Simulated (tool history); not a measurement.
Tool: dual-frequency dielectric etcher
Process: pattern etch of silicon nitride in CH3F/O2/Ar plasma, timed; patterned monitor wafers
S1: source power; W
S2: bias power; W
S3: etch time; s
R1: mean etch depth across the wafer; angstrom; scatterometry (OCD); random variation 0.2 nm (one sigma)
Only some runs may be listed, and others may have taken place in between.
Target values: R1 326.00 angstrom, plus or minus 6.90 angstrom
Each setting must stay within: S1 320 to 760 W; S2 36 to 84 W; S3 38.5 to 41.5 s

Run 1, hour 0.0: S1 540 W, S2 60 W, S3 41.5 s. Result: R1 295.47 angstrom.
Run 2, hour 2.5: S1 550 W, S2 60 W, S3 41.5 s. Result: R1 294.97 angstrom.
Run 3, hour 11.1: S1 550 W, S2 60 W, S3 38.5 s. Result: R1 273.67 angstrom.
Run 4, hour 18.6: S1 550 W, S2 64 W, S3 38.5 s. Result: R1 282.24 angstrom.
Run 5, hour 26.0: S1 490 W, S2 64 W, S3 38.5 s. Result: R1 268.97 angstrom.
Run 6, hour 31.8: S1 390 W, S2 64 W, S3 38.5 s. Result: R1 249.90 angstrom.
Run 7, hour 37.8: S1 430 W, S2 65 W, S3 38.5 s. Result: R1 258.13 angstrom.
Run 8, hour 39.5: S1 460 W, S2 66 W, S3 38.5 s. Result: R1 264.90 angstrom.
Run 9, hour 46.0: S1 570 W, S2 74 W, S3 39.0 s. Result: R1 296.23 angstrom.
Run 10, hour 50.2: S1 580 W, S2 74 W, S3 39.0 s. Result: R1 296.57 angstrom.
Run 11, hour 57.5: S1 590 W, S2 74 W, S3 39.0 s. Result: R1 298.70 angstrom.
Run 12, hour 61.9: S1 600 W, S2 74 W, S3 39.0 s. Result: R1 298.45 angstrom.
Run 13, hour 67.9: S1 610 W, S2 75 W, S3 39.0 s. Result: R1 300.68 angstrom.
Run 14, hour 70.0: S1 620 W, S2 75 W, S3 39.0 s. Result: R1 307.41 angstrom.
Run 15, hour 78.3: S1 630 W, S2 75 W, S3 39.0 s. Result: R1 307.28 angstrom.
Run 16, hour 86.7: S1 630 W, S2 75 W, S3 39.0 s. Result: R1 305.75 angstrom.
Run 17, hour 90.5: S1 640 W, S2 75 W, S3 39.0 s. Result: R1 309.25 angstrom.
Run 18, hour 95.4: S1 650 W, S2 75 W, S3 39.0 s. Result: R1 309.78 angstrom.

Pick the move, out of 4, that brings all results within their allowed miss; only one does.
Run A, hour 100.3: S1 680 W, S2 76 W, S3 38.5 s. Result: R1 ?.
Run B, hour 100.3: S1 530 W, S2 74 W, S3 40.0 s. Result: R1 ?.
Run C, hour 100.3: S1 700 W, S2 77 W, S3 39.5 s. Result: R1 ?.
Run D, hour 100.3: S1 540 W, S2 84 W, S3 40.5 s. Result: R1 ?.

move      R1
   A  312.55
   B  296.62
   C  324.77
   D  310.41
A: moves toward the targets from the last run without getting all of them in spec
B: moves away from the targets compared with the last run
C: every result lands within tolerance
D: about the same distance from the targets as the last run
Move C is the one to make.
